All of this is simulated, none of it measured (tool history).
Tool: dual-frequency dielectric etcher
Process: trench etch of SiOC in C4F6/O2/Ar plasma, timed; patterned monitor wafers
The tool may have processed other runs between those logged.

| run | day | source power (kW) | bias power (kW) | etch time (s) | mean etch depth across the wafer (nm) |
|---|---|---|---|---|---|
| 1 | 0.000 | 0.350 | 0.247 | 21 | 43.496 |
| 2 | 0.225 | 0.350 | 0.220 | 21 | 42.383 |
| 3 | 0.462 | 0.320 | 0.220 | 21 | 41.019 |
| 4 | 0.792 | 0.320 | 0.220 | 22 | 42.907 |
| 5 | 1.008 | 0.320 | 0.254 | 22 | 44.763 |
| 6 | 1.358 | 0.330 | 0.255 | 22 | 45.407 |
| 7 | 1.696 | 0.340 | 0.256 | 22 | 45.962 |
| 8 | 1.950 | 0.350 | 0.256 | 22 | 46.155 |

Predict the results of run 9:
| 9 | 1.979 | 0.350 | 0.256 | 22 | ? |

mean etch depth across the wafer (nm): 46.385
